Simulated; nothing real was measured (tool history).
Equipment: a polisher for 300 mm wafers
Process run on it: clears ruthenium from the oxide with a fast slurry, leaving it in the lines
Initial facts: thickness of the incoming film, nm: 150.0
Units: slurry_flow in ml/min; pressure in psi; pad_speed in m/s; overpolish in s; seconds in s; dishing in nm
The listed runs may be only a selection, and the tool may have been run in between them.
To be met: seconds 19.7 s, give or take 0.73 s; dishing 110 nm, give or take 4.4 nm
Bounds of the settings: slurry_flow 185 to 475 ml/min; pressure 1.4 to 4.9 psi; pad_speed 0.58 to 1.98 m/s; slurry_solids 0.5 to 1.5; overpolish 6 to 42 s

run	hour	slurry_flow	pressure	pad_speed	slurry_solids	overpolish	seconds	dishing
1	0	305	3.1	1.28	1	21	25.124	78.56
2	5.6	305	3.2	1.28	1	22	24.514	83.97
3	10.7	305	3.2	1.08	1	22	28.713	72.962
4	12.3	305	3.2	1.08	0.85	22	30.116	71.231
5	15.4	305	3.3	1.08	0.85	22	29.536	73.517
6	21.9	305	3.3	1.34	0.85	22	23.665	83.235
7	29.8	305	3.4	1.34	0.85	23	23.173	89.325
8	35.2	305	3.5	1.34	0.85	23	22.676	89.567
9	44	305	3.6	1.34	0.85	23	22.228	88.93
10	48.1	305	3.6	1.34	0.85	24	22.155	93.302
11	49.2	305	3.8	1.34	0.85	26	20.83	101.18
12	51.6	305	3.9	1.34	0.85	27	20.204	106.74

Pick the move, out of 5, that brings all results within their allowed miss; only one does.
A	54	325	3.6	1.66	0.6	25	?	?
B	54	310	4	1.16	1.05	33	?	?
C	54	300	4	1.2	1.15	25	?	?
D	54	280	3.7	1.3	0.95	34	?	?
E	54	300	3.8	1.34	1	29	?	?

move	seconds	dishing
A	20.191	97.849
B	21.276	109.71
C	20.017	98.314
D	21.452	110.81
E	19.828	106.68
A: moves away from the targets compared with the last run
B: puts the biggest miss on target and leaves a different result outside tolerance
C: moves away from the targets compared with the last run
D: puts the biggest miss on target and leaves a different result outside tolerance
E: in spec on every target
The right move is E.
